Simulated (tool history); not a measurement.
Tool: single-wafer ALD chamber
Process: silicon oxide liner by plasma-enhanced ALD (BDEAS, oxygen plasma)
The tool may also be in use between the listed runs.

| run | hour | heater temperature setpoint (°C) | number of ALD cycles (cycles) | mean film thickness on the monitor wafer (nm) |
|---|---|---|---|---|
| 1 | 0 | 325 | 81 | 6.3626 |
| 2 | 8 | 325 | 79 | 6.1473 |
| 3 | 14.4 | 325 | 78 | 6.0869 |
| 4 | 22 | 325 | 89 | 6.9296 |
| 5 | 26 | 314 | 89 | 6.9938 |
|  | 26.8 | thermocouple changed; heater temperature recalibrated |
| 6 | 26.8 | 314 | 86 | 6.7854 |

Run 7 comes next. What will it give?
| 7 | 35.2 | 314 | 83 | ? |

{"run 7": {"mean film thickness on the monitor wafer (nm)": 6.5272}}
